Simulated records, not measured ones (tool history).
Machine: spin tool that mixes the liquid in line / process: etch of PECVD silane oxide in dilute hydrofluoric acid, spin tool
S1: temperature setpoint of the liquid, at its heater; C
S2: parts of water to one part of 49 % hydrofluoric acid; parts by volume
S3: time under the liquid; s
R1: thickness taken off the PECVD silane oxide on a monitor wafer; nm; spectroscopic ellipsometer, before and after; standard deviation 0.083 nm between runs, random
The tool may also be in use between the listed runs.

run 1 day=0 | S1=20 S2=105 S3=100 | R1=13.458
run 2 day=0.183 | S1=19.5 S2=105 S3=100 | R1=13.109
run 3 day=0.317 | S1=17.5 S2=105 S3=100 | R1=12.122
run 4 day=0.467 | S1=17.5 S2=105 S3=100 | R1=12.042
run 5 day=0.708 | S1=17 S2=105 S3=100 | R1=12.074
run 6 day=0.821 | S1=17 S2=85 S3=100 | R1=14.9
run 7 day=0.95 | S1=17 S2=90 S3=100 | R1=14.083

Estimate the outcome of run 8 from the log above:
run 8 day=1.296 | S1=17 S2=100 S3=100 | R1=?

R1: 12.435 nm
